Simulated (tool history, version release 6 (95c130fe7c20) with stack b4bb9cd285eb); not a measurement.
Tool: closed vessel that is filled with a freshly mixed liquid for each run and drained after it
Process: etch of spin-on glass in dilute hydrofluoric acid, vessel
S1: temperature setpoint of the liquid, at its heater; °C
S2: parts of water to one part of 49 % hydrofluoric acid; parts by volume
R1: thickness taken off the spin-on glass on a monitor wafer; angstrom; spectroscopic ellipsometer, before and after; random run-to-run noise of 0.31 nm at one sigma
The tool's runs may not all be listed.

{"run": 1, "day": 0.0, "S1": 20.0, "S2": 230, "time in the liquid (s)": 140, "R1": 184.05}
{"run": 2, "day": 0.192, "S1": 21.5, "S2": 210, "time in the liquid (s)": 140, "R1": 215.65}
{"run": 3, "day": 0.325, "S1": 22.5, "S2": 195, "time in the liquid (s)": 140, "R1": 243.47}
{"run": 4, "day": 0.588, "S1": 25.5, "S2": 195, "time in the liquid (s)": 140, "R1": 275.41}
{"run": 5, "day": 0.979, "S1": 26.0, "S2": 185, "time in the liquid (s)": 140, "R1": 297.56}
{"run": 6, "day": 1.021, "S1": 26.0, "S2": 255, "time in the liquid (s)": 140, "R1": 203.44}
{"run": 7, "day": 1.354, "S1": 28.0, "S2": 165, "time in the liquid (s)": 140, "R1": 366.9}
{"run": 8, "day": 1.712, "S1": 28.0, "S2": 130, "time in the liquid (s)": 140, "R1": 488.81}

Forecast run 9:
{"run": 9, "day": 1.862, "S1": 27.5, "S2": 130, "time in the liquid (s)": 140, "R1": "?"}

{"run 9": {"R1": 477.62}}
